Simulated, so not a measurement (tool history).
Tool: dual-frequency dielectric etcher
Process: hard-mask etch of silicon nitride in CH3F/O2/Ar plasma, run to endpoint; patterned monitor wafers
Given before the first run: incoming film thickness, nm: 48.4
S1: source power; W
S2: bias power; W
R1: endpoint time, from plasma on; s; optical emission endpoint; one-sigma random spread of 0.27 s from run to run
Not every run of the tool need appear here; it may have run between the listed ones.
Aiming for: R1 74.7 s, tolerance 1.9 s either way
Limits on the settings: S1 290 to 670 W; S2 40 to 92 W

{"run": 1, "day": 0.0, "S1": 480, "S2": 66, "R1": 62.945}
{"run": 2, "day": 0.167, "S1": 480, "S2": 74, "R1": 61.205}
{"run": 3, "day": 0.267, "S1": 480, "S2": 78, "R1": 60.205}
{"run": 4, "day": 0.625, "S1": 420, "S2": 73, "R1": 64.362}
{"run": 5, "day": 0.829, "S1": 420, "S2": 78, "R1": 63.103}
{"run": 6, "day": 1.083, "S1": 380, "S2": 73, "R1": 66.905}
{"run": 7, "day": 1.267, "S1": 350, "S2": 71, "R1": 68.801}
{"run": 8, "day": 1.317, "S1": 330, "S2": 68, "R1": 71.084}
{"run": 9, "day": 1.438, "S1": 320, "S2": 67, "R1": 72.605}

4 candidate next runs follow, results not yet known. Just one meets every target within its allowed miss. Identify it.
{"run": "A", "day": 1.558, "S1": 380, "S2": 60, "R1": "?"}
{"run": "B", "day": 1.558, "S1": 310, "S2": 62, "R1": "?"}
{"run": "C", "day": 1.558, "S1": 340, "S2": 71, "R1": "?"}
{"run": "D", "day": 1.558, "S1": 330, "S2": 82, "R1": "?"}

move=A R1=69.898
move=B R1=74.482
move=C R1=69.82
move=D R1=67.988
A: misses by more than the last run did
B: each result inside its tolerance
C: misses by more than the last run did
D: misses by more than the last run did
The move that meets every target is B.
